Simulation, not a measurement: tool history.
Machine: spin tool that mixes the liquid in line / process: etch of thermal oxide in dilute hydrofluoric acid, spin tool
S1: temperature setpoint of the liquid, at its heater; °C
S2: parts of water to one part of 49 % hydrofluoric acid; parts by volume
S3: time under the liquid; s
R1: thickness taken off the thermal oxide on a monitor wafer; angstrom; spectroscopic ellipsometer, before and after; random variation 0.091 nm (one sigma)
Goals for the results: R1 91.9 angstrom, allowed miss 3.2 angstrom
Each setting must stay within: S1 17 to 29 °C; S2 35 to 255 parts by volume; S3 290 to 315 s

run	day	S1	S2	S3	R1
1	0	21	145	290	70.13
2	0.238	23	145	290	74.422
3	0.442	23	145	290	75.487
4	0.721	23	145	290	75.856
5	0.825	24.5	145	290	79.927
6	0.904	25.5	145	290	84.13
7	1.246	26	145	290	85.864
8	1.342	26.5	145	290	86.777

Below are 5 possible settings for the next run. Only one of them brings all results inside the allowed miss of their targets. Which is it?
A	1.438	27.5	160	290	?
B	1.438	27.5	145	295	?
C	1.438	24.5	150	290	?
D	1.438	29	170	310	?
E	1.438	29	170	305	?

move	R1
A	80.071
B	91.667
C	77.416
D	83.894
E	82.541
A: its largest miss is bigger than the last run's
B: meets every target
C: its largest miss is bigger than the last run's
D: its largest miss is bigger than the last run's
E: its largest miss is bigger than the last run's
Correct choice: B, which meets every target

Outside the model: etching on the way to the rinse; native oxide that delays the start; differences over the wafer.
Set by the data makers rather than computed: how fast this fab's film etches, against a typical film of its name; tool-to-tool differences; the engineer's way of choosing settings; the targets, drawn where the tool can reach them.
